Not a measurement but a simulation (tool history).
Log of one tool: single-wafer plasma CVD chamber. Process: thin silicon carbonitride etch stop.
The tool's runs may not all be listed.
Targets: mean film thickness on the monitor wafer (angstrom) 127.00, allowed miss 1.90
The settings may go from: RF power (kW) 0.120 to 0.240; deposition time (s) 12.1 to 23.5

run	day	RF power (kW)	deposition time (s)	mean film thickness on the monitor wafer (angstrom)
1	0.000	0.180	17.8	104.10
2	0.375	0.190	18.3	107.74
3	0.575	0.195	18.9	113.40
4	0.821	0.195	20.3	120.54
5	1.117	0.195	21.8	130.20
6	1.288	0.195	20.4	122.81
7	1.412	0.200	20.4	123.04
8	1.462	0.205	20.4	123.14

Which of these 4 next moves meets every target?
A	1.512	0.210	19.6	?
B	1.512	0.205	19.1	?
C	1.512	0.205	21.5	?
D	1.512	0.205	21.0	?

move	mean film thickness on the monitor wafer (angstrom)
A	119.32
B	115.41
C	129.92
D	126.89
A: further off than the last run
B: further off than the last run
C: takes the result that was furthest off past its target
D: meets every target
Answer: D
